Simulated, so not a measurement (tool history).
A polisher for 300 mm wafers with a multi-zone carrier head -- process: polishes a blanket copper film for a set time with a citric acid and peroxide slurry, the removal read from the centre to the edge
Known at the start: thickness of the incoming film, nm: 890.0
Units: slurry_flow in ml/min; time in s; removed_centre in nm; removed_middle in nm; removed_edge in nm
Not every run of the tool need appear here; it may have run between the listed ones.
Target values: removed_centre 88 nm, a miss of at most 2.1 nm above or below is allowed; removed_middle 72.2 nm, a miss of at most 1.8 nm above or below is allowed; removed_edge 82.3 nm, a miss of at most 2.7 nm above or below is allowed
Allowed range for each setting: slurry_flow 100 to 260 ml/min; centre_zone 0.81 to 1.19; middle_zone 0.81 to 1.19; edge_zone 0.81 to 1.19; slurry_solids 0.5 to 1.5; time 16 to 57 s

{"run": 1, "day": 0.0, "slurry_flow": 165, "centre_zone": 1, "middle_zone": 1, "edge_zone": 1, "slurry_solids": 1, "time": 36, "removed_centre": 57.952, "removed_middle": 61.153, "removed_edge": 63.105}
{"run": 2, "day": 0.283, "slurry_flow": 195, "centre_zone": 1, "middle_zone": 1, "edge_zone": 1, "slurry_solids": 1, "time": 36, "removed_centre": 58.028, "removed_middle": 62.747, "removed_edge": 63.186}
{"run": 3, "day": 0.483, "slurry_flow": 185, "centre_zone": 1.03, "middle_zone": 0.99, "edge_zone": 1.01, "slurry_solids": 1.1, "time": 37, "removed_centre": 62.686, "removed_middle": 64.908, "removed_edge": 65.007}
{"run": 4, "day": 0.679, "slurry_flow": 170, "centre_zone": 1.05, "middle_zone": 0.96, "edge_zone": 1.03, "slurry_solids": 1.15, "time": 39, "removed_centre": 67.25, "removed_middle": 65.663, "removed_edge": 70.535}
{"run": 5, "day": 0.721, "slurry_flow": 175, "centre_zone": 1.08, "middle_zone": 0.95, "edge_zone": 1.05, "slurry_solids": 1.2, "time": 40, "removed_centre": 72.168, "removed_middle": 67.755, "removed_edge": 73.774}
{"run": 6, "day": 0.912, "slurry_flow": 175, "centre_zone": 1.08, "middle_zone": 0.95, "edge_zone": 1.05, "slurry_solids": 1, "time": 40, "removed_centre": 68.627, "removed_middle": 65.257, "removed_edge": 71.181}
{"run": 7, "day": 1.071, "slurry_flow": 180, "centre_zone": 1.1, "middle_zone": 0.94, "edge_zone": 1.07, "slurry_solids": 1.1, "time": 40, "removed_centre": 71.604, "removed_middle": 65.987, "removed_edge": 72.713}
{"run": 8, "day": 1.4, "slurry_flow": 230, "centre_zone": 1.19, "middle_zone": 0.93, "edge_zone": 1.17, "slurry_solids": 1.35, "time": 41, "removed_centre": 85.53, "removed_middle": 71.367, "removed_edge": 83.391}
{"run": 9, "day": 1.496, "slurry_flow": 235, "centre_zone": 1.19, "middle_zone": 0.93, "edge_zone": 1.16, "slurry_solids": 1.35, "time": 41, "removed_centre": 85.743, "removed_middle": 71.95, "removed_edge": 82.062}
{"day": 1.725, "done": "centre zone pressure recalibrated"}
{"run": 10, "day": 1.725, "slurry_flow": 250, "centre_zone": 1.19, "middle_zone": 0.9, "edge_zone": 1.13, "slurry_solids": 1.4, "time": 41, "removed_centre": 91.25, "removed_middle": 70.926, "removed_edge": 83.145}
{"run": 11, "day": 1.804, "slurry_flow": 245, "centre_zone": 1.18, "middle_zone": 0.91, "edge_zone": 1.12, "slurry_solids": 1.4, "time": 41, "removed_centre": 90.288, "removed_middle": 70.846, "removed_edge": 81.043}

Which one of the following 5 next-run settings gets every result inside its allowed miss? There is exactly one.
{"run": "A", "day": 1.883, "slurry_flow": 250, "centre_zone": 1.1, "middle_zone": 0.93, "edge_zone": 1.14, "slurry_solids": 1.3, "time": 41, "removed_centre": "?", "removed_middle": "?", "removed_edge": "?"}
{"run": "B", "day": 1.883, "slurry_flow": 250, "centre_zone": 1.16, "middle_zone": 1.09, "edge_zone": 1.14, "slurry_solids": 1.45, "time": 37, "removed_centre": "?", "removed_middle": "?", "removed_edge": "?"}
{"run": "C", "day": 1.883, "slurry_flow": 260, "centre_zone": 1.18, "middle_zone": 0.95, "edge_zone": 1.19, "slurry_solids": 1.5, "time": 39, "removed_centre": "?", "removed_middle": "?", "removed_edge": "?"}
{"run": "D", "day": 1.883, "slurry_flow": 260, "centre_zone": 1.18, "middle_zone": 0.97, "edge_zone": 1.03, "slurry_solids": 1.25, "time": 40, "removed_centre": "?", "removed_middle": "?", "removed_edge": "?"}
{"run": "E", "day": 1.883, "slurry_flow": 240, "centre_zone": 1.11, "middle_zone": 0.99, "edge_zone": 1.17, "slurry_solids": 1.3, "time": 41, "removed_centre": "?", "removed_middle": "?", "removed_edge": "?"}

move=A removed_centre=83.984 removed_middle=71.669 removed_edge=82.126
move=B removed_centre=81.711 removed_middle=75.479 removed_edge=75.497
move=C removed_centre=88.467 removed_middle=71.53 removed_edge=82.283
move=D removed_centre=87.678 removed_middle=72.148 removed_edge=75.756
move=E removed_centre=84.426 removed_middle=75.23 removed_edge=82.933
A: carries the result that was furthest off beyond its target, to the other side
B: carries the result that was furthest off beyond its target, to the other side
C: all results land within tolerance of their targets
D: meets the target for the result that was furthest off, but another lies outside its allowed miss
E: carries the result that was furthest off beyond its target, to the other side
C is the move that brings every result within its allowed miss.
